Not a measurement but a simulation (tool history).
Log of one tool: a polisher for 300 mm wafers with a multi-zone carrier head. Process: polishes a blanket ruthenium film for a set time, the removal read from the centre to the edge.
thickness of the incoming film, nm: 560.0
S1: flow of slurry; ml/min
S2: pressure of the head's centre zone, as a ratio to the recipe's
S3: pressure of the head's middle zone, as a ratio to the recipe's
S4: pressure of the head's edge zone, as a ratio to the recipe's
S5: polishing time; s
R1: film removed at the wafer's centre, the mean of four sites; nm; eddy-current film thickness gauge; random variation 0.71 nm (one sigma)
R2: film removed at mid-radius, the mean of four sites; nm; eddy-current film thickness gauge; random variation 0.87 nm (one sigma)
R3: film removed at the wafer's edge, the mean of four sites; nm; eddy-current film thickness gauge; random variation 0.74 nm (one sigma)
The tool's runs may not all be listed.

{"run": 1, "hour": 0.0, "S1": 255, "S2": 1.0, "S3": 1.0, "S4": 1.0, "S5": 78, "R1": 106.01, "R2": 110.45, "R3": 108.65}
{"run": 2, "hour": 3.0, "S1": 255, "S2": 1.01, "S3": 0.97, "S4": 0.99, "S5": 72, "R1": 100.99, "R2": 98.779, "R3": 98.965}
{"run": 3, "hour": 7.4, "S1": 255, "S2": 1.01, "S3": 0.97, "S4": 0.99, "S5": 58, "R1": 79.88, "R2": 81.21, "R3": 79.805}
{"run": 4, "hour": 10.9, "S1": 255, "S2": 0.97, "S3": 0.97, "S4": 0.99, "S5": 58, "R1": 78.15, "R2": 81.178, "R3": 80.177}
{"run": 5, "hour": 14.0, "S1": 295, "S2": 0.97, "S3": 0.97, "S4": 0.99, "S5": 58, "R1": 78.216, "R2": 81.228, "R3": 79.702}
{"run": 6, "hour": 20.4, "S1": 295, "S2": 0.98, "S3": 0.94, "S4": 0.99, "S5": 56, "R1": 77.874, "R2": 76.572, "R3": 77.963}
{"run": 7, "hour": 27.9, "S1": 265, "S2": 1.02, "S3": 0.84, "S4": 0.89, "S5": 47, "R1": 67.733, "R2": 59.404, "R3": 63.072}
{"run": 8, "hour": 31.5, "S1": 265, "S2": 1.03, "S3": 0.84, "S4": 0.9, "S5": 47, "R1": 68.605, "R2": 57.23, "R3": 62.986}
{"run": 9, "hour": 34.0, "S1": 265, "S2": 1.04, "S3": 0.85, "S4": 0.91, "S5": 47, "R1": 68.019, "R2": 59.642, "R3": 63.028}
{"run": 10, "hour": 34.9, "S1": 265, "S2": 1.05, "S3": 0.84, "S4": 0.92, "S5": 48, "R1": 70.426, "R2": 59.777, "R3": 63.543}

The next listed run, before its measurement:
{"run": 11, "hour": 39.3, "S1": 265, "S2": 1.05, "S3": 0.83, "S4": 0.93, "S5": 49, "R1": "?", "R2": "?", "R3": "?"}

R1: 71.030 nm
R2: 62.459 nm
R3: 66.770 nm

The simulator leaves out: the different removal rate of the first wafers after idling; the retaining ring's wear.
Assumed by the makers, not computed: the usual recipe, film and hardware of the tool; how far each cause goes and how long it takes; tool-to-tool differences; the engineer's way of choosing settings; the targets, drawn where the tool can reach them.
